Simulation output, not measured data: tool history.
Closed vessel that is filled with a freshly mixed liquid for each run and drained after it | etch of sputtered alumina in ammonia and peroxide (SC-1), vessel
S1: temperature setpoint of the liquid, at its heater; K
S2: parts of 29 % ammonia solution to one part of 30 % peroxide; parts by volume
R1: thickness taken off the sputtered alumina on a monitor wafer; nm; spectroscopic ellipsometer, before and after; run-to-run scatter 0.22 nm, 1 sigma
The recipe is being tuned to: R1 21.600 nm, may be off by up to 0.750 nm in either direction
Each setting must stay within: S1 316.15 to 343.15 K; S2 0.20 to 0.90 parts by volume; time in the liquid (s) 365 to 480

Run 1, day 0.000: S1 332.15 K, S2 0.50 parts by volume, time in the liquid (s) 480. Result: R1 26.437 nm.
Run 2, day 0.217: S1 336.15 K, S2 0.50 parts by volume, time in the liquid (s) 480. Result: R1 32.591 nm.
Run 3, day 0.588: S1 330.15 K, S2 0.50 parts by volume, time in the liquid (s) 480. Result: R1 24.474 nm.
Run 4, day 0.933: S1 330.15 K, S2 0.45 parts by volume, time in the liquid (s) 480. Result: R1 23.774 nm.
At day 1.279: new drum of ammonia solution connected.
Run 5, day 1.279: S1 336.15 K, S2 0.45 parts by volume, time in the liquid (s) 480. Result: R1 33.575 nm.
Run 6, day 1.583: S1 340.65 K, S2 0.45 parts by volume, time in the liquid (s) 480. Result: R1 40.782 nm.
Run 7, day 1.767: S1 332.65 K, S2 0.40 parts by volume, time in the liquid (s) 465. Result: R1 26.664 nm.
Run 8, day 1.950: S1 332.65 K, S2 0.40 parts by volume, time in the liquid (s) 465. Result: R1 26.456 nm.

Of the 5 settings listed for the next run, only one would bring every result within its allowed miss of target. Which one?
Run A, day 2.133: S1 333.15 K, S2 0.35 parts by volume, time in the liquid (s) 380. Result: R1 ?.
Run B, day 2.133: S1 331.65 K, S2 0.45 parts by volume, time in the liquid (s) 365. Result: R1 ?.
Run C, day 2.133: S1 335.65 K, S2 0.35 parts by volume, time in the liquid (s) 365. Result: R1 ?.
Run D, day 2.133: S1 327.65 K, S2 0.20 parts by volume, time in the liquid (s) 480. Result: R1 ?.
Run E, day 2.133: S1 330.65 K, S2 0.65 parts by volume, time in the liquid (s) 365. Result: R1 ?.

move      R1
   A  21.996
   B  20.024
   C  23.996
   D  19.756
   E  19.682
A: every result lands within tolerance
B: moves the result that the last run missed by most past its target, out the other side
C: gains on the last run, yet a result remains outside its allowed miss
D: moves the result that the last run missed by most past its target, out the other side
E: moves the result that the last run missed by most past its target, out the other side
The right move is A.

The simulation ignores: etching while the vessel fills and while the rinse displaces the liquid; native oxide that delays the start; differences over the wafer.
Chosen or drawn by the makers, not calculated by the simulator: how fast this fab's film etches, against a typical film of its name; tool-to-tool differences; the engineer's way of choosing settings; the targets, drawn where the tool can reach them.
